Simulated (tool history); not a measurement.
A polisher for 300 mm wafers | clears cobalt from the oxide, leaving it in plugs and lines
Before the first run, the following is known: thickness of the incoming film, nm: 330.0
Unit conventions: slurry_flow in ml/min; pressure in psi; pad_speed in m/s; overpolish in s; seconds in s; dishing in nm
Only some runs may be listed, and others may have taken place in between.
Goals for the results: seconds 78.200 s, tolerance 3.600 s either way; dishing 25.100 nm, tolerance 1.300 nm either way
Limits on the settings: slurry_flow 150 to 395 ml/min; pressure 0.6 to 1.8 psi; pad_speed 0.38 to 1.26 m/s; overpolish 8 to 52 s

run,hour,slurry_flow,pressure,pad_speed,overpolish,seconds,dishing
1,0.0,250,1.2,0.82,26,121.990,42.579
2,7.2,250,1.2,0.82,21,119.190,36.811
3,13.4,245,1.3,0.82,18,115.930,34.372
4,20.7,245,1.4,0.82,18,105.930,36.802
5,29.3,245,1.2,0.82,18,120.510,32.697
6,33.9,245,1.2,0.64,18,148.360,28.754
7,40.8,220,1.3,0.70,15,130.410,27.293
8,42.7,200,1.4,0.74,13,117.020,27.214
9,48.2,185,1.5,0.76,12,107.660,26.586
10,55.4,175,1.6,0.78,11,101.270,25.886
11,63.5,170,1.7,0.80,10,95.673,26.235

Below are 4 possible settings for the next run. Only one of them brings all results inside the allowed miss of their targets. Which is it?
A,71.6,150,1.8,0.96,8,?,?
B,71.6,150,1.5,0.66,14,?,?
C,71.6,155,1.8,1.18,8,?,?
D,71.6,150,1.7,0.74,13,?,?

move,seconds,dishing
A,75.915,25.107
B,123.280,26.686
C,63.169,28.893
D,99.560,29.626
A: meets every target
B: its largest miss is bigger than the last run's
C: takes the result that was furthest off past its target
D: its largest miss is bigger than the last run's
Answer: A
